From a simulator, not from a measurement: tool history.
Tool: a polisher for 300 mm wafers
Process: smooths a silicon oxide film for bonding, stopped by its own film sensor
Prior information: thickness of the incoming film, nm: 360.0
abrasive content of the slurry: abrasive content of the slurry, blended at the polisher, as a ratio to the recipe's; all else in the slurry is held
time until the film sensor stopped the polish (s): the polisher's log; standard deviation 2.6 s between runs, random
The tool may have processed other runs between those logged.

run	hour	flow of slurry (ml/min)	pressure of the wafer on the pad (psi)	speed of the pad under the wafer (cm/s)	abrasive content of the slurry	target thickness at which the film sensor stops the polish (nm)	time until the film sensor stopped the polish (s)
1	0	275	2.3	98	1	290	109.1
2	7.1	275	2.3	84	1	290	124.53
3	15.7	275	2.3	84	1	290	124.43
4	20.1	320	2.3	84	1	290	122.93
5	22.4	320	2.2	84	1	290	130.09
6	27.5	320	2.2	84	1	287	133.55

Run 7 is up next; what results do you expect?
7	36.6	320	2.2	84	1	287	?

{"run 7": {"time until the film sensor stopped the polish (s)": 132.3}}
